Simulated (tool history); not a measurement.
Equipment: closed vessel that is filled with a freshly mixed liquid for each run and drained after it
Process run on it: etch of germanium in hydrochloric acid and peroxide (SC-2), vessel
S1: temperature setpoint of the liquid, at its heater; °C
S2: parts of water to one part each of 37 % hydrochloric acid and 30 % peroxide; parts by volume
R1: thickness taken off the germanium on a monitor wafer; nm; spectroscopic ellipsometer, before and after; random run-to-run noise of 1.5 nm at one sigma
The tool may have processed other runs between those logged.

Run 1, hour 0: S1 49 °C, S2 5 parts by volume, time in the liquid (s) 90. Result: R1 239.63 nm.
Run 2, hour 2.4: S1 49 °C, S2 5 parts by volume, time in the liquid (s) 100. Result: R1 268.6 nm.
Run 3, hour 7.7: S1 48 °C, S2 5 parts by volume, time in the liquid (s) 100. Result: R1 257.36 nm.
Run 4, hour 10.2: S1 48 °C, S2 5 parts by volume, time in the liquid (s) 100. Result: R1 256.58 nm.
Run 5, hour 19.2: S1 48 °C, S2 5 parts by volume, time in the liquid (s) 100. Result: R1 260.89 nm.
Run 6, hour 21: S1 48 °C, S2 4 parts by volume, time in the liquid (s) 100. Result: R1 259.86 nm.
Run 7, hour 22.7: S1 47 °C, S2 4 parts by volume, time in the liquid (s) 100. Result: R1 255.43 nm.
Run 8, hour 23.8: S1 46 °C, S2 4 parts by volume, time in the liquid (s) 100. Result: R1 244.18 nm.
Run 9, hour 29: S1 45 °C, S2 4 parts by volume, time in the liquid (s) 100. Result: R1 235.21 nm.

Run 10 is up next; what results do you expect?
Run 10, hour 35.1: S1 44.5 °C, S2 4 parts by volume, time in the liquid (s) 100. Result: R1 ?.

{"run 10": {"R1": 231.27}}

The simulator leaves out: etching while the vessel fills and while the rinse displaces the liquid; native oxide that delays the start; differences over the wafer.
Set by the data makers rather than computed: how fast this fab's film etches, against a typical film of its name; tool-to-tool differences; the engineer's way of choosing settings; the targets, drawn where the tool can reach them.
